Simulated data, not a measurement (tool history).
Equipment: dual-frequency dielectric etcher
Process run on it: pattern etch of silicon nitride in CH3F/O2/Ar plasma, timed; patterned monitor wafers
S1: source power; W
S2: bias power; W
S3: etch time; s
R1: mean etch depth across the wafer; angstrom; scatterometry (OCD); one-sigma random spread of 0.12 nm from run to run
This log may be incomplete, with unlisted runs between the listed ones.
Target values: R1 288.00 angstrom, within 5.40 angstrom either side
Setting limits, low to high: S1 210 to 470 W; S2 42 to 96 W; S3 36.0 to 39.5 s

| run | hour | S1 | S2 | S3 | R1 |
|---|---|---|---|---|---|
| 1 | 0.0 | 340 | 69 | 39.5 | 257.29 |
| 2 | 2.8 | 370 | 70 | 39.5 | 265.48 |
| 3 | 10.4 | 370 | 70 | 39.5 | 264.30 |
| 4 | 14.1 | 370 | 70 | 39.5 | 265.34 |
| 5 | 19.3 | 390 | 71 | 39.5 | 271.40 |
| 6 | 20.4 | 390 | 64 | 39.5 | 261.87 |
| 7 | 22.7 | 410 | 66 | 39.5 | 270.00 |
| 8 | 28.2 | 420 | 67 | 39.5 | 273.46 |
| 9 | 31.7 | 430 | 68 | 39.5 | 277.72 |
| 10 | 40.1 | 440 | 68 | 39.5 | 279.04 |

4 candidate next runs follow, results not yet known. Just one meets every target within its allowed miss. Identify it.
| A | 48.5 | 450 | 87 | 37.0 | ? |
| B | 48.5 | 440 | 79 | 36.5 | ? |
| C | 48.5 | 420 | 69 | 38.5 | ? |
| D | 48.5 | 460 | 80 | 36.0 | ? |

| move | R1 |
|---|---|
| A | 289.64 |
| B | 273.12 |
| C | 269.27 |
| D | 274.61 |
A: all results in spec
B: moves away from the targets compared with the last run
C: moves away from the targets compared with the last run
D: moves away from the targets compared with the last run
A meets every target.
